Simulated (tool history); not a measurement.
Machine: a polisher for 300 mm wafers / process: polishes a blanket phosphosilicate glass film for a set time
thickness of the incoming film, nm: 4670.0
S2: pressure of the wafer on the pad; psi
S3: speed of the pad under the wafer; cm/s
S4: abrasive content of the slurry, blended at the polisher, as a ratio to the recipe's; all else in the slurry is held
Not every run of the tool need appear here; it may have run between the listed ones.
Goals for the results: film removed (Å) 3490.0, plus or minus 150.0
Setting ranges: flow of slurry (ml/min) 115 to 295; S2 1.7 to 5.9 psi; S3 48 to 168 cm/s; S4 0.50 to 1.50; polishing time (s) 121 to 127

{"run": 1, "day": 0.0, "flow of slurry (ml/min)": 190, "S2": 3.8, "S3": 108, "S4": 1.0, "polishing time (s)": 121, "film removed (Å)": 10620.0}
{"run": 2, "day": 0.162, "flow of slurry (ml/min)": 185, "S2": 3.1, "S3": 90, "S4": 0.95, "polishing time (s)": 121, "film removed (Å)": 7482.5}
{"run": 3, "day": 0.2, "flow of slurry (ml/min)": 180, "S2": 2.7, "S3": 76, "S4": 0.9, "polishing time (s)": 121, "film removed (Å)": 5808.3}
{"run": 4, "day": 0.562, "flow of slurry (ml/min)": 180, "S2": 2.7, "S3": 76, "S4": 0.8, "polishing time (s)": 121, "film removed (Å)": 5274.8}
{"run": 5, "day": 0.704, "flow of slurry (ml/min)": 180, "S2": 2.7, "S3": 76, "S4": 0.65, "polishing time (s)": 121, "film removed (Å)": 4218.1}
{"run": 6, "day": 0.796, "flow of slurry (ml/min)": 180, "S2": 2.7, "S3": 90, "S4": 0.65, "polishing time (s)": 121, "film removed (Å)": 4552.0}
{"run": 7, "day": 0.996, "flow of slurry (ml/min)": 180, "S2": 2.4, "S3": 90, "S4": 0.65, "polishing time (s)": 121, "film removed (Å)": 4184.6}
{"run": 8, "day": 1.188, "flow of slurry (ml/min)": 180, "S2": 2.2, "S3": 90, "S4": 0.65, "polishing time (s)": 121, "film removed (Å)": 3895.1}
{"run": 9, "day": 1.442, "flow of slurry (ml/min)": 180, "S2": 2.1, "S3": 90, "S4": 0.65, "polishing time (s)": 121, "film removed (Å)": 3696.3}

Which single option among these 4 for the next run brings every result within its allowed miss of target? Just one does.
{"run": "A", "day": 1.696, "flow of slurry (ml/min)": 175, "S2": 1.8, "S3": 96, "S4": 0.7, "polishing time (s)": 127, "film removed (Å)": "?"}
{"run": "B", "day": 1.696, "flow of slurry (ml/min)": 190, "S2": 1.7, "S3": 102, "S4": 0.7, "polishing time (s)": 123, "film removed (Å)": "?"}
{"run": "C", "day": 1.696, "flow of slurry (ml/min)": 175, "S2": 2.3, "S3": 96, "S4": 0.6, "polishing time (s)": 122, "film removed (Å)": "?"}
{"run": "D", "day": 1.696, "flow of slurry (ml/min)": 140, "S2": 2.3, "S3": 90, "S4": 0.6, "polishing time (s)": 122, "film removed (Å)": "?"}

move=A film_removed_(Å)=3939.9
move=B film_removed_(Å)=3840.7
move=C film_removed_(Å)=3790.0
move=D film_removed_(Å)=3495.3
A: misses by more than the last run did
B: misses by more than the last run did
C: misses by more than the last run did
D: each result inside its tolerance
The right move is D.
